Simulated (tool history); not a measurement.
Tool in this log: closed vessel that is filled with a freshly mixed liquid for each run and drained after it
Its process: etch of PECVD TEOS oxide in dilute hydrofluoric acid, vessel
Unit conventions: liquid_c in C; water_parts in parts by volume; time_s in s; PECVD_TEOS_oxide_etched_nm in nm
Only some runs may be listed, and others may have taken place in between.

run,hour,liquid_c,water_parts,time_s,PECVD_TEOS_oxide_etched_nm
1,0.0,23.0,120,275,23.294
2,3.6,21.5,130,275,20.086
3,8.4,21.5,130,295,21.473
4,14.8,21.5,130,295,21.741
5,17.9,21.5,130,275,20.152
6,24.9,19.0,130,275,18.108
7,30.5,18.5,135,275,16.981
8,32.5,18.0,140,275,16.093

Run 9 comes next. What will it give?
9,35.4,17.5,145,275,?

Logged for run 9: PECVD_TEOS_oxide_etched_nm 15.091 nm.
